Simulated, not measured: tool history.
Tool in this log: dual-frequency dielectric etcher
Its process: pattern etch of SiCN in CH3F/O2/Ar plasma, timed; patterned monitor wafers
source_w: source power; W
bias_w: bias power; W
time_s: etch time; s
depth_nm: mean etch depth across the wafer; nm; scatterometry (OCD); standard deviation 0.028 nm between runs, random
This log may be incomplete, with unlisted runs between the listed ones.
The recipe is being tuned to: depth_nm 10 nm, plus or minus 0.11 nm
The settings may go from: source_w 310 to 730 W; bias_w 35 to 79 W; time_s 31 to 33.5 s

run	day	source_w	bias_w	time_s	depth_nm
1	0	520	57	33.5	12.486
2	0.088	520	49	33.5	11.838
3	0.333	440	49	33.5	10.713
4	0.4	440	58	33.5	11.343
5	0.504	410	58	33.5	10.821
# day 0.55: bias power generator calibrated
6	0.55	320	58	33.5	8.8621
7	0.696	340	58	33.5	9.3243
8	1.042	400	58	33.5	10.508
9	1.112	390	58	33.5	10.262
10	1.15	380	58	33.5	10.115
11	1.371	360	58	33.5	9.7214
12	1.654	390	58	33.5	10.328
13	1.683	380	58	33.5	10.14

4 candidate next runs follow, results not yet known. Just one meets every target within its allowed miss. Identify it.
A	1.712	430	52	32.5	?
B	1.712	420	57	32	?
C	1.712	380	67	32	?
D	1.712	380	58	33	?

move	depth_nm
A	10.283
B	10.311
C	10.223
D	9.9722
A: misses by more than the last run did
B: misses by more than the last run did
C: misses by more than the last run did
D: each result inside its tolerance
The right move is D.
